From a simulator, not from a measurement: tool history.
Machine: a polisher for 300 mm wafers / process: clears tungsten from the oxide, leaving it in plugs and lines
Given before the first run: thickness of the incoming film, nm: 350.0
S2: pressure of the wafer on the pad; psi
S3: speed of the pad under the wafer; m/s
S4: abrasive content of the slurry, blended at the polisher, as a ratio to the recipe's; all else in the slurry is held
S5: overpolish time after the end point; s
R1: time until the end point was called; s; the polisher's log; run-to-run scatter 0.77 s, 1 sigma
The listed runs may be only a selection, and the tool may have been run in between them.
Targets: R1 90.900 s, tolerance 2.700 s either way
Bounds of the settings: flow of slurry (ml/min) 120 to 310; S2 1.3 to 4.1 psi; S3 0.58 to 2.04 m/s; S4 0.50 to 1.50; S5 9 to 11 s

{"run": 1, "hour": 0.0, "flow of slurry (ml/min)": 200, "S2": 2.7, "S3": 1.3, "S4": 1.0, "S5": 11, "R1": 73.541}
{"run": 2, "hour": 2.1, "flow of slurry (ml/min)": 200, "S2": 2.6, "S3": 1.3, "S4": 1.0, "S5": 11, "R1": 76.944}
{"run": 3, "hour": 7.5, "flow of slurry (ml/min)": 200, "S2": 2.6, "S3": 1.0, "S4": 1.0, "S5": 11, "R1": 98.829}
{"run": 4, "hour": 10.9, "flow of slurry (ml/min)": 205, "S2": 2.6, "S3": 1.0, "S4": 1.0, "S5": 11, "R1": 100.91}
{"run": 5, "hour": 18.5, "flow of slurry (ml/min)": 205, "S2": 3.2, "S3": 1.0, "S4": 1.0, "S5": 11, "R1": 80.714}
{"run": 6, "hour": 25.9, "flow of slurry (ml/min)": 205, "S2": 3.2, "S3": 1.28, "S4": 1.0, "S5": 11, "R1": 62.956}
{"run": 7, "hour": 28.9, "flow of slurry (ml/min)": 205, "S2": 3.1, "S3": 1.28, "S4": 1.0, "S5": 11, "R1": 66.374}
{"run": 8, "hour": 36.9, "flow of slurry (ml/min)": 205, "S2": 3.0, "S3": 1.28, "S4": 1.0, "S5": 11, "R1": 67.92}

Exercise: of the 4 proposed moves below, exactly one satisfies all targets within the stated allowed misses. Which move is it?
{"run": "A", "hour": 44.9, "flow of slurry (ml/min)": 185, "S2": 2.6, "S3": 1.1, "S4": 1.1, "S5": 11, "R1": "?"}
{"run": "B", "hour": 44.9, "flow of slurry (ml/min)": 150, "S2": 2.8, "S3": 1.02, "S4": 0.95, "S5": 9, "R1": "?"}
{"run": "C", "hour": 44.9, "flow of slurry (ml/min)": 235, "S2": 2.4, "S3": 1.1, "S4": 0.9, "S5": 9, "R1": "?"}
{"run": "D", "hour": 44.9, "flow of slurry (ml/min)": 230, "S2": 2.8, "S3": 0.92, "S4": 0.95, "S5": 11, "R1": "?"}

move=A R1=89.048
move=B R1=94.996
move=C R1=95.894
move=D R1=97.906
A: each result inside its tolerance
B: takes the result that was furthest off past its target
C: takes the result that was furthest off past its target
D: takes the result that was furthest off past its target
Answer: A
